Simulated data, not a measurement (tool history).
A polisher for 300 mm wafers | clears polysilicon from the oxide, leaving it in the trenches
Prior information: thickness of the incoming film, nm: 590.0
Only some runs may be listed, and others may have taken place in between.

run  hour  flow of slurry (ml/min)  pressure of the wafer on the pad (psi)  speed of the pad under the wafer (cm/s)  overpolish time after the end point (s)  time until the end point was called (s)  dishing of a wide line in a test structure (angstrom)
  1   0.0                      145                                     3.0                                      118                                       16                                   34.762                                                 392.35
  2   3.5                      145                                     3.0                                      118                                       21                                   35.389                                                 399.22
  3  11.5                      140                                     2.5                                      108                                       18                                   45.861                                                 396.87
  4  16.8                      140                                     2.5                                       84                                       18                                   58.362                                                 393.81
  5  23.3                      140                                     2.5                                       84                                       12                                   58.163                                                 370.51
  6  26.0                      140                                     2.5                                      106                                       12                                   44.916                                                 393.70
  7  28.2                      145                                     2.3                                       96                                       10                                   52.479                                                 370.06
  8  31.7                      140                                     2.0                                       94                                       11                                   59.004                                                 352.06
  9  40.1                      180                                     1.9                                       60                                        5                                   94.146                                                 208.45
 10  47.8                      160                                     2.0                                       60                                        6                                   92.175                                                 240.88
 11  49.7                      145                                     2.1                                       60                                        7                                   88.297                                                 264.99

Forecast run 12:
 12  53.4                      130                                     2.2                                       60                                        8                                        ?                                                      ?

time until the end point was called (s): 89.217
dishing of a wide line in a test structure (angstrom): 285.66
